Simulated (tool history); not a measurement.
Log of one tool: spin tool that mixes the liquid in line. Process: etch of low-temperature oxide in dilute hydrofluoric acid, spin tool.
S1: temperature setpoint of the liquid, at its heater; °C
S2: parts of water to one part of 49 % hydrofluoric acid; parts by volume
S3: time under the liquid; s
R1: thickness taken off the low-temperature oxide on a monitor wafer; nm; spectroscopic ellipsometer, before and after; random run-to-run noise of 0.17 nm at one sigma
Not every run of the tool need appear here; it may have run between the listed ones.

run,hour,S1,S2,S3,R1
1,0.0,25.0,280,280,9.0011
2,8.6,27.0,220,280,13.1860
3,11.7,27.0,220,300,14.0290
4,16.3,27.0,185,300,17.5260
5,17.5,28.5,160,300,21.9010
6,25.6,28.5,250,300,12.6010
7,29.0,29.5,210,300,16.2800
8,37.7,30.5,180,300,20.2800

Run 9 has not been measured yet. What should we expect?
9,38.4,31.0,160,300,?

Logged for run 9: R1 23.9680 nm.
